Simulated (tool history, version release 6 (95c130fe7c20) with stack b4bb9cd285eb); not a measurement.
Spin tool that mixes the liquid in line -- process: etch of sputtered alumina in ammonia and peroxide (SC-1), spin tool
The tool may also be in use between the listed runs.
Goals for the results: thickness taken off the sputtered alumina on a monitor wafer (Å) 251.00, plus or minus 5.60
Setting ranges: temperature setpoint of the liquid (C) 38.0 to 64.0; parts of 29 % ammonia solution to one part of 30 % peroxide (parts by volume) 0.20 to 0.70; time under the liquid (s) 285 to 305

run,hour,temperature setpoint of the liquid (C),parts of 29 % ammonia solution to one part of 30 % peroxide (parts by volume),time under the liquid (s),thickness taken off the sputtered alumina on a monitor wafer (Å)
1,0.0,48.0,0.40,285,148.46
2,7.3,48.0,0.45,285,151.34
3,8.9,43.5,0.45,285,116.59
4,11.4,46.5,0.45,285,138.26
5,16.9,46.5,0.55,285,140.61
6,19.7,46.5,0.40,285,136.39
# hour 24.5: heated supply line repaired
7,24.5,49.0,0.40,285,173.31
8,27.4,50.0,0.40,285,184.53
9,32.3,51.0,0.40,285,193.50
10,37.8,56.5,0.40,285,259.05

Next run, 5 choices. One meets every target within its allowed miss, the rest don't. Which?
A,43.3,55.0,0.45,305,?
B,43.3,56.0,0.40,285,?
C,43.3,56.0,0.25,285,?
D,43.3,55.5,0.40,305,?
E,43.3,56.5,0.40,290,?

move,thickness taken off the sputtered alumina on a monitor wafer (Å)
A,259.00
B,252.35
C,241.36
D,263.01
E,263.63
A: as far off as the last run
B: all results land within tolerance of their targets
C: moves the result that the last run missed by most past its target, out the other side
D: its largest miss is bigger than the last run's
E: its largest miss is bigger than the last run's
B meets every target.
